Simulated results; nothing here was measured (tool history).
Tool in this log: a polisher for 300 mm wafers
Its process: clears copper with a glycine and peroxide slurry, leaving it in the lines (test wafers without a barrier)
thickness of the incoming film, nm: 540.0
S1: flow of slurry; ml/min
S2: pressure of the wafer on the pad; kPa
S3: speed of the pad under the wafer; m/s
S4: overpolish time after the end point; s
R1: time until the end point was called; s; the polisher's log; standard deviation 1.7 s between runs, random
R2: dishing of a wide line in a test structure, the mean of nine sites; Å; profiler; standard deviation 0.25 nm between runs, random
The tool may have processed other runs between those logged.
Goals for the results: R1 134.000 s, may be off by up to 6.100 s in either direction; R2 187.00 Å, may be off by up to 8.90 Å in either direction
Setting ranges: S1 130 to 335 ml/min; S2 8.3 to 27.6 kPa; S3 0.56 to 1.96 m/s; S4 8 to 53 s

| run | hour | S1 | S2 | S3 | S4 | R1 | R2 |
|---|---|---|---|---|---|---|---|
| 1 | 0.0 | 215 | 17.9 | 1.26 | 27 | 82.987 | 398.41 |
| 2 | 3.9 | 215 | 17.9 | 1.40 | 27 | 76.989 | 410.05 |
| 3 | 12.6 | 215 | 17.2 | 1.18 | 22 | 91.112 | 383.68 |
| 4 | 20.0 | 215 | 21.4 | 1.18 | 22 | 75.615 | 399.12 |
| 5 | 20.7 | 215 | 17.9 | 1.16 | 18 | 91.210 | 359.49 |
| 6 | 24.7 | 195 | 15.2 | 1.20 | 15 | 101.460 | 330.49 |
| 7 | 32.2 | 180 | 13.1 | 1.22 | 13 | 117.030 | 285.68 |
| 8 | 33.2 | 165 | 11.7 | 1.30 | 12 | 121.890 | 256.19 |
| 9 | 41.0 | 155 | 11.0 | 1.36 | 11 | 123.060 | 239.51 |

4 next moves are on the table. One of them brings every result within its allowed miss. Which?
| A | 48.8 | 245 | 11.7 | 1.02 | 20 | ? | ? |
| B | 48.8 | 130 | 11.7 | 1.38 | 8 | ? | ? |
| C | 48.8 | 135 | 10.3 | 1.36 | 8 | ? | ? |
| D | 48.8 | 130 | 15.9 | 0.98 | 20 | ? | ? |

| move | R1 | R2 |
|---|---|---|
| A | 138.060 | 321.57 |
| B | 120.950 | 197.05 |
| C | 133.920 | 183.18 |
| D | 124.860 | 336.02 |
A: lands further from the targets than the last run did
B: gains on the last run, yet a result remains outside its allowed miss
C: meets every target
D: lands further from the targets than the last run did
Correct choice: C, which meets every target
